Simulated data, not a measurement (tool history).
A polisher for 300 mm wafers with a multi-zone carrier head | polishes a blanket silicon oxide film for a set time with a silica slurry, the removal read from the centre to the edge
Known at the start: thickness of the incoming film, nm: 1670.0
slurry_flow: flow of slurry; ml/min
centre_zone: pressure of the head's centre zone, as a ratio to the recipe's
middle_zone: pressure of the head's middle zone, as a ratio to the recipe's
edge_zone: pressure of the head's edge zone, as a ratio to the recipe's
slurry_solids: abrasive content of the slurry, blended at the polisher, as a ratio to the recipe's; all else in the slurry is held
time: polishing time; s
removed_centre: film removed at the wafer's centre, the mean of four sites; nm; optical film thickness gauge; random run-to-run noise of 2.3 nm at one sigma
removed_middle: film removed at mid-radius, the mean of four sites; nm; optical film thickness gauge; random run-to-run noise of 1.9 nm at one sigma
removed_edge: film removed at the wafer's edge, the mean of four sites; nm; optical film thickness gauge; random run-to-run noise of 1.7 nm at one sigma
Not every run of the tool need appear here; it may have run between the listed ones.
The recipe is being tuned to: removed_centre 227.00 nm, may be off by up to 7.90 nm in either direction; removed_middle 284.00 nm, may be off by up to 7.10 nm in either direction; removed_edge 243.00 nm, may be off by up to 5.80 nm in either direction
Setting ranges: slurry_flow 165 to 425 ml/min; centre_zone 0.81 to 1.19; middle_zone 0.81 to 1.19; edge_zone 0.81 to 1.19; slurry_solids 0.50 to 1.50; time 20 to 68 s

run	hour	slurry_flow	centre_zone	middle_zone	edge_zone	slurry_solids	time	removed_centre	removed_middle	removed_edge
1	0.0	275	1.00	1.00	1.00	1.00	44	207.67	209.80	213.25
2	7.0	295	0.99	1.05	1.01	1.05	44	214.64	228.04	220.81
3	8.6	310	0.98	1.09	1.02	1.10	44	223.23	243.62	229.48
4	16.5	310	0.98	1.04	1.02	1.10	44	216.31	235.78	229.66
5	17.5	330	0.97	1.08	1.03	1.10	44	219.16	245.10	231.13
6	22.0	330	0.97	1.03	1.03	1.10	44	222.69	233.64	231.07
7	27.0	345	0.96	1.07	1.04	1.10	44	215.16	241.46	232.48
8	34.0	350	0.96	1.10	1.04	1.15	44	226.51	258.72	239.72
9	40.8	395	0.92	1.18	1.04	1.15	44	212.75	272.92	241.43
10	48.2	395	0.93	1.18	1.03	1.15	44	220.71	273.62	238.09

Which single option among these 5 for the next run brings every result within its allowed miss of target? Just one does.
A	55.6	370	0.95	1.13	1.02	1.05	46	?	?	?
B	55.6	370	0.89	1.16	1.08	1.15	44	?	?	?
C	55.6	420	0.99	1.19	1.00	1.15	42	?	?	?
D	55.6	420	0.94	1.12	1.04	1.15	43	?	?	?
E	55.6	425	0.91	1.16	0.96	1.25	44	?	?	?

move	removed_centre	removed_middle	removed_edge
A	219.81	260.45	237.11
B	208.17	269.26	246.39
C	223.32	265.12	228.00
D	217.01	257.66	238.16
E	225.18	284.60	245.32
A: lands further from the targets than the last run did
B: lands further from the targets than the last run did
C: lands further from the targets than the last run did
D: lands further from the targets than the last run did
E: all results land within tolerance of their targets
The right move is E.
